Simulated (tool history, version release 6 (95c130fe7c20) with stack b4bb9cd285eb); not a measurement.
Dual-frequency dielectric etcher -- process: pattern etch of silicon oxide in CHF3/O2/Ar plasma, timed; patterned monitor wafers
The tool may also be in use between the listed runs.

run	day	source power (W)	bias power (W)	etch time (s)	mean etch depth across the wafer (nm)
1	0	770	169	432.5	1036
2	0.112	770	153	432.5	1008.8
3	0.454	770	153	432.5	1005.4
4	0.654	770	153	432.5	1008.4
5	0.992	690	153	432.5	957.04
6	1.017	820	153	432.5	1032.9
7	1.3	840	153	432.5	1035.7
8	1.475	840	153	432.5	1040.8
9	1.517	860	153	432.5	1060.4
10	1.675	870	153	432.5	1056.7
11	1.9	880	153	432.5	1068.9
12	2.071	890	153	432.5	1077.9

Predict the results of run 13:
13	2.125	900	153	432.5	?

Run 13 produced mean etch depth across the wafer (nm) 1078.3.
